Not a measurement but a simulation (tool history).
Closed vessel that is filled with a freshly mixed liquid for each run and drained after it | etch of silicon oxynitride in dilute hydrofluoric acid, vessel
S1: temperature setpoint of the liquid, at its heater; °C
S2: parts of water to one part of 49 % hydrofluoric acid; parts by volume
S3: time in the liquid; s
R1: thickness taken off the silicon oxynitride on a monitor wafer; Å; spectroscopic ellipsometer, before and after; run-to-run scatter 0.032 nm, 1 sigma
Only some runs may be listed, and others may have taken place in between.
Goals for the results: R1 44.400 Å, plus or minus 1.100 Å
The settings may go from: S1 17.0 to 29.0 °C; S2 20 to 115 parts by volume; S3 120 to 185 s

run	hour	S1	S2	S3	R1
1	0.0	21.0	65	185	54.680
2	1.0	20.5	65	185	53.177
3	9.0	17.5	65	185	45.788
4	14.1	17.5	65	120	29.115
5	21.6	18.0	65	120	30.338
6	24.1	19.5	65	120	32.497
7	29.9	20.5	65	120	34.603
8	33.4	21.5	65	120	36.761
9	37.1	22.0	65	120	37.200
10	45.3	22.5	65	120	38.147
11	50.0	23.0	65	120	38.511
12	56.3	26.5	65	120	46.082

4 next moves are on the table. One of them brings every result within its allowed miss. Which?
A	62.6	24.5	85	185	?
B	62.6	28.5	70	125	?
C	62.6	23.5	65	135	?
D	62.6	25.5	75	150	?

move	R1
A	48.157
B	48.338
C	44.548
D	46.811
A: moves away from the targets compared with the last run
B: moves away from the targets compared with the last run
C: every result within its allowed miss
D: moves away from the targets compared with the last run
Go with C: it meets all targets.

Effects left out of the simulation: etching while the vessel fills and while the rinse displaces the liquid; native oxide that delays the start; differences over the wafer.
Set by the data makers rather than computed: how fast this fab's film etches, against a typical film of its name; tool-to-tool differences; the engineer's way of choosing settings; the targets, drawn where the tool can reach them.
